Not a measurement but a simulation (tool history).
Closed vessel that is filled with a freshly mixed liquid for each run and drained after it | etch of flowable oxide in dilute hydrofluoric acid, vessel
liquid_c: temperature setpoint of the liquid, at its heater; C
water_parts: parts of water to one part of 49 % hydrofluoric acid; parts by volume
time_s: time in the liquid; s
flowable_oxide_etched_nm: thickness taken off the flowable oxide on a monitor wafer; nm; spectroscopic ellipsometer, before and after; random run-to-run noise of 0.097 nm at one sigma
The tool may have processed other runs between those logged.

Run 1, hour 0: liquid_c 20 C, water_parts 75 parts by volume, time_s 30 s. Result: flowable_oxide_etched_nm 14.596 nm.
Run 2, hour 5.7: liquid_c 20 C, water_parts 85 parts by volume, time_s 30 s. Result: flowable_oxide_etched_nm 12.762 nm.
Run 3, hour 13.1: liquid_c 21.5 C, water_parts 80 parts by volume, time_s 30 s. Result: flowable_oxide_etched_nm 14.467 nm.
Run 4, hour 17.2: liquid_c 21.5 C, water_parts 80 parts by volume, time_s 30 s. Result: flowable_oxide_etched_nm 14.35 nm.
Run 5, hour 26.2: liquid_c 22.5 C, water_parts 75 parts by volume, time_s 30 s. Result: flowable_oxide_etched_nm 16.174 nm.
Run 6, hour 31.4: liquid_c 23.5 C, water_parts 70 parts by volume, time_s 30 s. Result: flowable_oxide_etched_nm 18.141 nm.
Run 7, hour 36.3: liquid_c 24 C, water_parts 65 parts by volume, time_s 30 s. Result: flowable_oxide_etched_nm 19.991 nm.
Run 8, hour 39.8: liquid_c 24.5 C, water_parts 65 parts by volume, time_s 30 s. Result: flowable_oxide_etched_nm 20.421 nm.
Run 9, hour 42.6: liquid_c 25 C, water_parts 65 parts by volume, time_s 30 s. Result: flowable_oxide_etched_nm 20.884 nm.
Run 10, hour 47.6: liquid_c 25.5 C, water_parts 65 parts by volume, time_s 30 s. Result: flowable_oxide_etched_nm 21.385 nm.

Run 11 is up next; what results do you expect?
At hour 54.2: thermometer replaced.
Run 11, hour 54.2: liquid_c 26 C, water_parts 65 parts by volume, time_s 30 s. Result: flowable_oxide_etched_nm ?.

flowable_oxide_etched_nm: 19.759 nm
